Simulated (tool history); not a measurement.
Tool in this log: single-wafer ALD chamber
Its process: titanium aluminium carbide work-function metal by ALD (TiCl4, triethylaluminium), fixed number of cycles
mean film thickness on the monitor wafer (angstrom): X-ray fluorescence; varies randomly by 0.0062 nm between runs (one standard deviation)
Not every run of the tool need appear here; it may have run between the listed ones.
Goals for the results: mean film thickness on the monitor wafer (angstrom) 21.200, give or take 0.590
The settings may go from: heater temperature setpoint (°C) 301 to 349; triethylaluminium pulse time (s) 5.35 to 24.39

| run | day | heater temperature setpoint (°C) | triethylaluminium pulse time (s) | mean film thickness on the monitor wafer (angstrom) |
|---|---|---|---|---|
| 1 | 0.000 | 325 | 14.87 | 24.502 |
| 2 | 0.354 | 325 | 11.30 | 24.177 |
| 3 | 0.683 | 334 | 11.30 | 24.992 |
| 4 | 0.883 | 324 | 11.30 | 24.121 |
| 5 | 0.996 | 324 | 14.90 | 24.524 |
| 6 | 1.242 | 324 | 16.62 | 24.426 |
|  | 1.317 | thermocouple changed; heater temperature recalibrated |
| 7 | 1.317 | 319 | 13.95 | 23.431 |
| 8 | 1.425 | 315 | 13.59 | 22.965 |
| 9 | 1.462 | 312 | 13.28 | 22.691 |
| 10 | 1.696 | 309 | 12.71 | 22.501 |
| 11 | 1.762 | 307 | 11.15 | 22.092 |
| 12 | 1.962 | 306 | 10.36 | 21.712 |

Below are 5 possible settings for the next run. Only one of them brings all results inside the allowed miss of their targets. Which is it?
| A | 2.162 | 303 | 9.19 | ? |
| B | 2.162 | 309 | 14.65 | ? |
| C | 2.162 | 319 | 10.46 | ? |
| D | 2.162 | 320 | 11.08 | ? |
| E | 2.162 | 305 | 12.91 | ? |

| move | mean film thickness on the monitor wafer (angstrom) |
|---|---|
| A | 21.123 |
| B | 22.583 |
| C | 22.928 |
| D | 23.162 |
| E | 22.095 |
A: hits every target within its allowed miss
B: further off than the last run
C: further off than the last run
D: further off than the last run
E: further off than the last run
Correct choice: A, which meets every target
